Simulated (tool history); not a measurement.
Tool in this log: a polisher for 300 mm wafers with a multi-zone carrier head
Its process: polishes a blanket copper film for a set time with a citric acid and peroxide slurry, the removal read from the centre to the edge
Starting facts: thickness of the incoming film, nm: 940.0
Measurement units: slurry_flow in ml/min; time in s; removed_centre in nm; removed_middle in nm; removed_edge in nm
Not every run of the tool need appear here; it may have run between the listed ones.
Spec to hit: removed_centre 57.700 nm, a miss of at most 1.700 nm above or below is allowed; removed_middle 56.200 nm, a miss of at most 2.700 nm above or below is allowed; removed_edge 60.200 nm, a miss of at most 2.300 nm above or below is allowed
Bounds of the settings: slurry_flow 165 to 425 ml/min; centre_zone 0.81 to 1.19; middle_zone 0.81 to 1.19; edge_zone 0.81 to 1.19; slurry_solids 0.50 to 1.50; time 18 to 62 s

{"run": 1, "day": 0.0, "slurry_flow": 275, "centre_zone": 1.0, "middle_zone": 1.0, "edge_zone": 1.0, "slurry_solids": 1.0, "time": 40, "removed_centre": 78.404, "removed_middle": 81.226, "removed_edge": 80.843}
{"run": 2, "day": 0.033, "slurry_flow": 275, "centre_zone": 0.96, "middle_zone": 1.0, "edge_zone": 1.0, "slurry_solids": 1.0, "time": 40, "removed_centre": 76.855, "removed_middle": 79.821, "removed_edge": 82.775}
{"run": 3, "day": 0.067, "slurry_flow": 335, "centre_zone": 0.96, "middle_zone": 1.0, "edge_zone": 1.0, "slurry_solids": 1.0, "time": 40, "removed_centre": 78.936, "removed_middle": 83.717, "removed_edge": 82.143}
{"run": 4, "day": 0.208, "slurry_flow": 335, "centre_zone": 0.95, "middle_zone": 0.98, "edge_zone": 0.99, "slurry_solids": 0.9, "time": 39, "removed_centre": 72.903, "removed_middle": 80.2, "removed_edge": 78.724}
{"run": 5, "day": 0.483, "slurry_flow": 320, "centre_zone": 0.97, "middle_zone": 0.95, "edge_zone": 0.99, "slurry_solids": 0.85, "time": 38, "removed_centre": 70.213, "removed_middle": 74.235, "removed_edge": 73.718}
{"run": 6, "day": 0.529, "slurry_flow": 305, "centre_zone": 0.98, "middle_zone": 0.92, "edge_zone": 0.99, "slurry_solids": 0.8, "time": 38, "removed_centre": 71.305, "removed_middle": 70.995, "removed_edge": 72.304}
{"run": 7, "day": 0.883, "slurry_flow": 295, "centre_zone": 0.97, "middle_zone": 0.9, "edge_zone": 0.98, "slurry_solids": 0.75, "time": 38, "removed_centre": 68.096, "removed_middle": 67.989, "removed_edge": 71.221}
{"day": 0.904, "done": "slurry nozzle cleaned"}
{"run": 8, "day": 0.904, "slurry_flow": 290, "centre_zone": 0.97, "middle_zone": 0.88, "edge_zone": 0.96, "slurry_solids": 0.7, "time": 38, "removed_centre": 68.112, "removed_middle": 66.338, "removed_edge": 71.238}
{"run": 9, "day": 1.246, "slurry_flow": 290, "centre_zone": 0.97, "middle_zone": 0.88, "edge_zone": 0.96, "slurry_solids": 0.65, "time": 37, "removed_centre": 64.555, "removed_middle": 64.927, "removed_edge": 67.35}
{"run": 10, "day": 1.567, "slurry_flow": 250, "centre_zone": 0.97, "middle_zone": 0.81, "edge_zone": 0.95, "slurry_solids": 0.5, "time": 35, "removed_centre": 56.157, "removed_middle": 51.895, "removed_edge": 58.529}
{"run": 11, "day": 1.929, "slurry_flow": 255, "centre_zone": 0.97, "middle_zone": 0.82, "edge_zone": 0.95, "slurry_solids": 0.5, "time": 35, "removed_centre": 56.386, "removed_middle": 52.542, "removed_edge": 57.901}
{"run": 12, "day": 2.15, "slurry_flow": 255, "centre_zone": 0.97, "middle_zone": 0.82, "edge_zone": 0.95, "slurry_solids": 0.5, "time": 35, "removed_centre": 56.443, "removed_middle": 51.94, "removed_edge": 58.019}

Which of these 4 next moves meets every target?
{"run": "A", "day": 2.371, "slurry_flow": 275, "centre_zone": 0.99, "middle_zone": 1.0, "edge_zone": 0.86, "slurry_solids": 0.5, "time": 34, "removed_centre": "?", "removed_middle": "?", "removed_edge": "?"}
{"run": "B", "day": 2.371, "slurry_flow": 305, "centre_zone": 0.95, "middle_zone": 0.85, "edge_zone": 0.95, "slurry_solids": 0.65, "time": 33, "removed_centre": "?", "removed_middle": "?", "removed_edge": "?"}
{"run": "C", "day": 2.371, "slurry_flow": 295, "centre_zone": 0.89, "middle_zone": 0.95, "edge_zone": 0.89, "slurry_solids": 0.65, "time": 33, "removed_centre": "?", "removed_middle": "?", "removed_edge": "?"}
{"run": "D", "day": 2.371, "slurry_flow": 240, "centre_zone": 1.04, "middle_zone": 0.81, "edge_zone": 0.94, "slurry_solids": 0.5, "time": 33, "removed_centre": "?", "removed_middle": "?", "removed_edge": "?"}

move=A removed_centre=55.995 removed_middle=59.065 removed_edge=52.993
move=B removed_centre=57.279 removed_middle=56.964 removed_edge=58.805
move=C removed_centre=53.831 removed_middle=60.592 removed_edge=56.847
move=D removed_centre=55.707 removed_middle=49.807 removed_edge=52.978
A: pushes the last run's worst result past its target
B: all results land within tolerance of their targets
C: pushes the last run's worst result past its target
D: moves away from the targets compared with the last run
So the answer is move B, the one that meets all the targets.
